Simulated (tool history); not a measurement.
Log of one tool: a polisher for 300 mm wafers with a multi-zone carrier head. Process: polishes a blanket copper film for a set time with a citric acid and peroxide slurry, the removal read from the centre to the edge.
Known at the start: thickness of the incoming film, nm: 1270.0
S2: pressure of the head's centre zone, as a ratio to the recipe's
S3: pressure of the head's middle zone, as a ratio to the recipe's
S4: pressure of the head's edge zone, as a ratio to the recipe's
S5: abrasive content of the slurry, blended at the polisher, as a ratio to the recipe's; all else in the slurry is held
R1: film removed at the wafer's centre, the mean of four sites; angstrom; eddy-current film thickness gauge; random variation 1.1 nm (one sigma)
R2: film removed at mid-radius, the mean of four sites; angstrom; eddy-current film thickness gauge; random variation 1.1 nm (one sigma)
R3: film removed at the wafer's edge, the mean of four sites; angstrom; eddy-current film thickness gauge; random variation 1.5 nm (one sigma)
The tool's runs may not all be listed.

{"run": 1, "day": 0.0, "flow of slurry (ml/min)": 275, "S2": 1, "S3": 1, "S4": 1, "S5": 1, "polishing time (s)": 45, "R1": 1032.5, "R2": 1029.5, "R3": 1044.8}
{"run": 2, "day": 0.35, "flow of slurry (ml/min)": 290, "S2": 1.05, "S3": 1.04, "S4": 1.05, "S5": 1.15, "polishing time (s)": 47, "R1": 1188.9, "R2": 1138.3, "R3": 1158.8}
{"run": 3, "day": 0.7, "flow of slurry (ml/min)": 290, "S2": 1.05, "S3": 0.97, "S4": 1.05, "S5": 1.15, "polishing time (s)": 47, "R1": 1180.7, "R2": 1101.7, "R3": 1148.3}
{"run": 4, "day": 0.975, "flow of slurry (ml/min)": 305, "S2": 1.08, "S3": 1.03, "S4": 1.07, "S5": 1.25, "polishing time (s)": 48, "R1": 1301.5, "R2": 1199.8, "R3": 1261.9}
{"run": 5, "day": 1.146, "flow of slurry (ml/min)": 305, "S2": 1.08, "S3": 1.03, "S4": 1.07, "S5": 1.35, "polishing time (s)": 48, "R1": 1304.5, "R2": 1227.2, "R3": 1256}
{"run": 6, "day": 1.5, "flow of slurry (ml/min)": 325, "S2": 1.11, "S3": 1.08, "S4": 1.08, "S5": 1.4, "polishing time (s)": 48, "R1": 1370.2, "R2": 1298, "R3": 1267.9}
{"run": 7, "day": 1.596, "flow of slurry (ml/min)": 325, "S2": 1.11, "S3": 1.08, "S4": 1.08, "S5": 1.4, "polishing time (s)": 48, "R1": 1373, "R2": 1295.2, "R3": 1295.4}
{"run": 8, "day": 1.962, "flow of slurry (ml/min)": 340, "S2": 1.13, "S3": 1.11, "S4": 1.1, "S5": 1.45, "polishing time (s)": 48, "R1": 1421.2, "R2": 1351.7, "R3": 1311.2}
{"run": 9, "day": 2.038, "flow of slurry (ml/min)": 350, "S2": 1.15, "S3": 1.12, "S4": 1.12, "S5": 1.45, "polishing time (s)": 49, "R1": 1473.3, "R2": 1368.1, "R3": 1347.9}
{"run": 10, "day": 2.267, "flow of slurry (ml/min)": 355, "S2": 1.16, "S3": 1.13, "S4": 1.13, "S5": 1.45, "polishing time (s)": 50, "R1": 1498.9, "R2": 1427.4, "R3": 1420.5}
{"run": 11, "day": 2.35, "flow of slurry (ml/min)": 360, "S2": 1.17, "S3": 1.13, "S4": 1.13, "S5": 1.45, "polishing time (s)": 50, "R1": 1538.8, "R2": 1419.6, "R3": 1392.6}
{"run": 12, "day": 2.708, "flow of slurry (ml/min)": 360, "S2": 1.17, "S3": 1.13, "S4": 1.13, "S5": 1.45, "polishing time (s)": 50, "R1": 1555.2, "R2": 1415.7, "R3": 1417.7}

The next listed run, before its measurement:
{"run": 13, "day": 2.983, "flow of slurry (ml/min)": 370, "S2": 1.17, "S3": 1.14, "S4": 1.13, "S5": 1.45, "polishing time (s)": 50, "R1": "?", "R2": "?", "R3": "?"}

Run 13 gave R1 1541.4 angstrom, R2 1423.4 angstrom, R3 1388.5 angstrom.
